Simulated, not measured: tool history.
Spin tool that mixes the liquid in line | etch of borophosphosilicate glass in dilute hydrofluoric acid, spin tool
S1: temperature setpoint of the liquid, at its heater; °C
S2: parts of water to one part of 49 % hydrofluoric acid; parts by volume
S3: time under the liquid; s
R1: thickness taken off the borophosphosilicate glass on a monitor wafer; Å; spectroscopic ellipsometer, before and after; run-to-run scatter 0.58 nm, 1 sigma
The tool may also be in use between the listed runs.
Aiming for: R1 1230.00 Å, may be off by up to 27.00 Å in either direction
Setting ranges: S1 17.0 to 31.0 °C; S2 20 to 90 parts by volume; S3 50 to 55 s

run	hour	S1	S2	S3	R1
1	0.0	23.0	50	50	481.80
2	1.9	25.5	50	50	532.37
3	4.0	23.5	50	50	493.72
4	9.6	23.5	60	50	405.65
5	13.2	23.5	50	50	494.33
6	21.9	23.5	50	55	540.62
7	25.7	23.5	50	55	541.13
8	30.9	27.5	30	55	1098.80
9	37.5	28.0	30	55	1117.30
10	44.3	28.5	30	55	1136.60
11	48.2	29.0	30	55	1165.20

Which single option among these 4 for the next run brings every result within its allowed miss of target? Just one does.
A	52.1	31.0	35	55	?
B	52.1	30.5	30	55	?
C	52.1	29.5	30	50	?
D	52.1	31.0	30	50	?

move	R1
A	1074.70
B	1239.10
C	1082.30
D	1149.10
A: further off than the last run
B: in spec on every target
C: further off than the last run
D: further off than the last run
B is the move that brings every result within its allowed miss.
